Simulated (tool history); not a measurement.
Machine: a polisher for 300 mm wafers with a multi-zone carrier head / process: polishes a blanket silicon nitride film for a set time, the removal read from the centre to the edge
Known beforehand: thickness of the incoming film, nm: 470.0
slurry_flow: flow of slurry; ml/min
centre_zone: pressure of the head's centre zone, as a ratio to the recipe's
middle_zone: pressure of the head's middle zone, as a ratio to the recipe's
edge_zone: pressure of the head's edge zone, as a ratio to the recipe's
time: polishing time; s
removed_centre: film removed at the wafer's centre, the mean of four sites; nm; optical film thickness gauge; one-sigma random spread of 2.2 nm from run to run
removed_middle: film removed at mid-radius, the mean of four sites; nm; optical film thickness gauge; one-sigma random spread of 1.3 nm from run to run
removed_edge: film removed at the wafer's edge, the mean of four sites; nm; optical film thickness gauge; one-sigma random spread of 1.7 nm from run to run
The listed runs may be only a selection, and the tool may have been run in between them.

run  hour  slurry_flow  centre_zone  middle_zone  edge_zone  time  removed_centre  removed_middle  removed_edge
  1     0          295            1            1          1    61          165.55          166.01        163.04
  2   3.9          295         0.94            1          1    61          154.15          168.04        164.29
  3   8.3          310         0.96         1.02       1.04    62          160.22          175.08        167.34
  4  12.8          305         0.96         1.02       1.05    64          163.02          178.01        174.17
  5  13.7          305         0.96         0.98       1.05    64          166.53          174.67        178.78
  6  19.5          325         0.97         0.99       1.07    65          170.84          178.23        180.74
  7  28.3          330         0.98            1       1.08    66          174.81          183.52        183.65
  8  36.9          335         0.99         1.01       1.09    67          179.06          188.13        186.11
  9  45.6          335         0.99         1.01       1.09    67           179.4          188.41        188.78

Run 10 has not been measured yet. What should we expect?
 10    48          345            1         1.02        1.1    67               ?               ?             ?

removed_centre: 185.41 nm
removed_middle: 190.63 nm
removed_edge: 184.68 nm

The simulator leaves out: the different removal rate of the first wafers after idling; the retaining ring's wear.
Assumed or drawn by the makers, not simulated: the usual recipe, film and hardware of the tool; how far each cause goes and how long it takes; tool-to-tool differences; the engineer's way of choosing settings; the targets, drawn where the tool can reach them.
